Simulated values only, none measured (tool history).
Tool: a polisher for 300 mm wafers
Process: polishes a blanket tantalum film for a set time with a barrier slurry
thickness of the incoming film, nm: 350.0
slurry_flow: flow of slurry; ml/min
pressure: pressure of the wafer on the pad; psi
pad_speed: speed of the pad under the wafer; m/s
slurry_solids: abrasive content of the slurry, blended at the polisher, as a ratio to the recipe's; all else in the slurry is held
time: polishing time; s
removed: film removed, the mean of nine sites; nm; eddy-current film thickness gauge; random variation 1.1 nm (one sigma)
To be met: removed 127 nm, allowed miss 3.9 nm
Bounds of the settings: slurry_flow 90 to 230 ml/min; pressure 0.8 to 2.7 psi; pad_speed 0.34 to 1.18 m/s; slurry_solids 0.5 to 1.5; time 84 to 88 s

run 1 hour=0 | slurry_flow=150 pressure=1.7 pad_speed=0.76 slurry_solids=1 time=84 | removed=73.882
run 2 hour=5.3 | slurry_flow=150 pressure=1.7 pad_speed=0.76 slurry_solids=1.1 time=84 | removed=74.291
run 3 hour=6.5 | slurry_flow=155 pressure=1.8 pad_speed=0.76 slurry_solids=1.1 time=84 | removed=79.041
run 4 hour=13.6 | slurry_flow=155 pressure=1.8 pad_speed=0.76 slurry_solids=1.3 time=84 | removed=82.894
run 5 hour=18.5 | slurry_flow=155 pressure=1.8 pad_speed=0.76 slurry_solids=1.4 time=84 | removed=83.856
run 6 hour=24.3 | slurry_flow=160 pressure=1.9 pad_speed=0.76 slurry_solids=1.4 time=84 | removed=88.92
run 7 hour=32.2 | slurry_flow=160 pressure=2 pad_speed=0.76 slurry_solids=1.4 time=84 | removed=93.313
run 8 hour=37.5 | slurry_flow=185 pressure=2.5 pad_speed=0.76 slurry_solids=1.4 time=84 | removed=117.21
run 9 hour=41.2 | slurry_flow=185 pressure=2.6 pad_speed=0.76 slurry_solids=1.4 time=84 | removed=122.84

5 next moves are on the table. One of them brings every result within its allowed miss. Which?
run A hour=44.9 | slurry_flow=170 pressure=2.6 pad_speed=0.8 slurry_solids=1.4 time=88 | removed=?
run B hour=44.9 | slurry_flow=195 pressure=2.4 pad_speed=0.8 slurry_solids=1.5 time=84 | removed=?
run C hour=44.9 | slurry_flow=220 pressure=2.7 pad_speed=0.64 slurry_solids=1.5 time=87 | removed=?
run D hour=44.9 | slurry_flow=185 pressure=2.7 pad_speed=0.66 slurry_solids=1.35 time=85 | removed=?
run E hour=44.9 | slurry_flow=165 pressure=2.6 pad_speed=0.8 slurry_solids=1.35 time=86 | removed=?

move=A removed=133.16
move=B removed=120.92
move=C removed=118.56
move=D removed=114.17
move=E removed=128.73
A: takes the result that was furthest off past its target
B: further off than the last run
C: further off than the last run
D: further off than the last run
E: meets every target
Answer: E

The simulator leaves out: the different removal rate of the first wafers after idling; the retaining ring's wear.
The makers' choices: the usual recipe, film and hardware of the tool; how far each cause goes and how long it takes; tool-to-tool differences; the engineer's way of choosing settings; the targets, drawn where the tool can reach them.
